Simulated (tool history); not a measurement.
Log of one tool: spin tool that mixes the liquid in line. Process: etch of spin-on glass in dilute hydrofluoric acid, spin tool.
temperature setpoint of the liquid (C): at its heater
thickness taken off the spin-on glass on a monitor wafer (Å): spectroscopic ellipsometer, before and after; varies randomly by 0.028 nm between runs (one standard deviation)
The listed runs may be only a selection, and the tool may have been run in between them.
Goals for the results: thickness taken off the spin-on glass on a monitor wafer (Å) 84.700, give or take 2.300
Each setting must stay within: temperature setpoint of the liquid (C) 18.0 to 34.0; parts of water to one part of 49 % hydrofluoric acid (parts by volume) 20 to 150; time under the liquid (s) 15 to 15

run	hour	temperature setpoint of the liquid (C)	parts of water to one part of 49 % hydrofluoric acid (parts by volume)	time under the liquid (s)	thickness taken off the spin-on glass on a monitor wafer (Å)
1	0.0	26.0	85	15	65.995
2	1.1	24.0	85	15	60.338
3	3.0	21.0	85	15	53.558
4	6.3	21.0	70	15	66.064
5	15.2	21.5	70	15	67.447
6	23.8	22.0	70	15	68.806
7	30.3	26.0	70	15	80.789
# hour 35.7: thermometer replaced
8	35.7	27.5	70	15	92.199

Consider the 4 candidate settings below. Which is the only one whose results all fall within their allowed miss of target?
A	41.1	26.5	70	15	?
B	41.1	23.5	60	15	?
C	41.1	23.5	65	15	?
D	41.1	31.0	75	15	?

move	thickness taken off the spin-on glass on a monitor wafer (Å)
A	88.186
B	92.378
C	84.725
D	97.323
A: nearer than the last run, and not there yet
B: no nearer and no further than the last run
C: all results land within tolerance of their targets
D: lands further from the targets than the last run did
Answer: C
